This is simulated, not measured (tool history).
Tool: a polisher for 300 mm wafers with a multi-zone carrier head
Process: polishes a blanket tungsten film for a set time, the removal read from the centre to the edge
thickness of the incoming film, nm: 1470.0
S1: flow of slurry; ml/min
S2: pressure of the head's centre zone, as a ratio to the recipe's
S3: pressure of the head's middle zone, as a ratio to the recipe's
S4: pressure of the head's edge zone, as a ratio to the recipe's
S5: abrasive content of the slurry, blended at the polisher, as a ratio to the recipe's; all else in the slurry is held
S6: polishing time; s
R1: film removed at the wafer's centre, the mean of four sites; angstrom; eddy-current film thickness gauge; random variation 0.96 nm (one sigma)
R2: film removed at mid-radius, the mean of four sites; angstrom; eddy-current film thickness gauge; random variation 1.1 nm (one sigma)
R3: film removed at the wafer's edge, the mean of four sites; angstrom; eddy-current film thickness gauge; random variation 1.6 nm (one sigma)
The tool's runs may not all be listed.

{"run": 1, "day": 0.0, "S1": 310, "S2": 1.0, "S3": 1.0, "S4": 1.0, "S5": 1.0, "S6": 34, "R1": 1735.1, "R2": 1794.1, "R3": 1826.2}
{"run": 2, "day": 0.083, "S1": 310, "S2": 0.99, "S3": 1.0, "S4": 0.98, "S5": 0.95, "S6": 34, "R1": 1677.2, "R2": 1809.0, "R3": 1793.7}
{"run": 3, "day": 0.433, "S1": 310, "S2": 0.99, "S3": 0.94, "S4": 0.98, "S5": 0.95, "S6": 34, "R1": 1684.3, "R2": 1693.7, "R3": 1797.9}
{"run": 4, "day": 0.762, "S1": 310, "S2": 0.99, "S3": 0.94, "S4": 0.97, "S5": 0.9, "S6": 34, "R1": 1644.3, "R2": 1669.4, "R3": 1733.3}
{"run": 5, "day": 0.888, "S1": 310, "S2": 0.98, "S3": 0.93, "S4": 0.96, "S5": 0.85, "S6": 34, "R1": 1592.7, "R2": 1621.0, "R3": 1706.5}
{"run": 6, "day": 0.921, "S1": 310, "S2": 0.98, "S3": 0.93, "S4": 0.95, "S5": 0.8, "S6": 34, "R1": 1578.1, "R2": 1566.1, "R3": 1681.7}
{"run": 7, "day": 1.283, "S1": 310, "S2": 0.98, "S3": 0.94, "S4": 0.94, "S5": 0.75, "S6": 34, "R1": 1520.1, "R2": 1562.2, "R3": 1617.7}
{"run": 8, "day": 1.533, "S1": 310, "S2": 0.98, "S3": 0.94, "S4": 0.93, "S5": 0.7, "S6": 34, "R1": 1491.7, "R2": 1526.4, "R3": 1581.8}
{"run": 9, "day": 1.625, "S1": 310, "S2": 0.98, "S3": 0.94, "S4": 0.92, "S5": 0.7, "S6": 34, "R1": 1489.3, "R2": 1515.4, "R3": 1564.9}
{"run": 10, "day": 1.912, "S1": 310, "S2": 0.97, "S3": 0.94, "S4": 0.91, "S5": 0.7, "S6": 34, "R1": 1505.2, "R2": 1509.0, "R3": 1568.5}
{"run": 11, "day": 1.971, "S1": 310, "S2": 0.96, "S3": 0.95, "S4": 0.9, "S5": 0.7, "S6": 34, "R1": 1486.1, "R2": 1523.2, "R3": 1560.4}
{"run": 12, "day": 2.138, "S1": 310, "S2": 0.95, "S3": 0.96, "S4": 0.89, "S5": 0.7, "S6": 34, "R1": 1439.9, "R2": 1543.4, "R3": 1511.3}

The next listed run, before its measurement:
{"run": 13, "day": 2.229, "S1": 310, "S2": 0.94, "S3": 0.96, "S4": 0.88, "S5": 0.7, "S6": 34, "R1": "?", "R2": "?", "R3": "?"}

R1: 1440.5 angstrom
R2: 1538.0 angstrom
R3: 1538.9 angstrom

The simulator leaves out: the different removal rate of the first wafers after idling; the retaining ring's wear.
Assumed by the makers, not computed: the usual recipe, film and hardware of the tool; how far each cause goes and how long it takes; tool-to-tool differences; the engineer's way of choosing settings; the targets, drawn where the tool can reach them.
